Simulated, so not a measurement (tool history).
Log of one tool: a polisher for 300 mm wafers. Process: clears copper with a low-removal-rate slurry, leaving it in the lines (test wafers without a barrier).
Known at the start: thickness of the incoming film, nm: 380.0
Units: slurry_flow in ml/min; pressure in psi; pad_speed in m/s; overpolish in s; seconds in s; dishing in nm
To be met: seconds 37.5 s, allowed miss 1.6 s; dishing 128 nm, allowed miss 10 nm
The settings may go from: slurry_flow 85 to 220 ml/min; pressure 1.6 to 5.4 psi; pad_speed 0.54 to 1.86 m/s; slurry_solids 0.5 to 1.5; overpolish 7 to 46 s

| run | hour | slurry_flow | pressure | pad_speed | slurry_solids | overpolish | seconds | dishing |
|---|---|---|---|---|---|---|---|---|
| 1 | 0 | 140 | 3.5 | 1.18 | 1 | 24 | 83.276 | 60.836 |
| 2 | 8.9 | 140 | 3.5 | 1.18 | 1 | 15 | 81.288 | 41.138 |
| 3 | 12.6 | 145 | 4.1 | 1.28 | 1 | 19 | 64.551 | 64.574 |
| 4 | 15.4 | 145 | 4.1 | 1.46 | 1 | 19 | 56.513 | 68.577 |
| 5 | 16.2 | 150 | 4.5 | 1.48 | 1 | 20 | 51.1 | 76.199 |
| 6 | 18.3 | 150 | 4.8 | 1.52 | 1 | 22 | 46.155 | 93.837 |
| 7 | 22.9 | 150 | 5 | 1.54 | 1 | 23 | 43.698 | 99.08 |
| 8 | 28.8 | 155 | 5.1 | 1.56 | 1 | 24 | 41.415 | 99.894 |
| 9 | 36.9 | 155 | 5.1 | 1.56 | 1 | 24 | 42.007 | 100.26 |
| 10 | 44.4 | 155 | 5.2 | 1.6 | 1 | 26 | 40.021 | 110.81 |
| 11 | 51 | 155 | 5.3 | 1.62 | 1 | 27 | 38.659 | 117.97 |

Which of these 5 next moves meets every target?
| A | 57.6 | 165 | 5.4 | 1.52 | 0.95 | 33 | ? | ? |
| B | 57.6 | 140 | 5.4 | 1.56 | 1.05 | 22 | ? | ? |
| C | 57.6 | 160 | 5.3 | 1.58 | 0.95 | 36 | ? | ? |
| D | 57.6 | 150 | 5.4 | 1.6 | 1.25 | 19 | ? | ? |
| E | 57.6 | 160 | 5.4 | 1.64 | 1 | 30 | ? | ? |

| move | seconds | dishing |
|---|---|---|
| A | 40.491 | 125.77 |
| B | 40.059 | 98.604 |
| C | 39.963 | 132.32 |
| D | 36.957 | 94.24 |
| E | 37.405 | 124.66 |
A: brings the result that was furthest off to its target, and leaves another outside
B: further off than the last run
C: brings the result that was furthest off to its target, and leaves another outside
D: further off than the last run
E: meets every target
The right move is E.
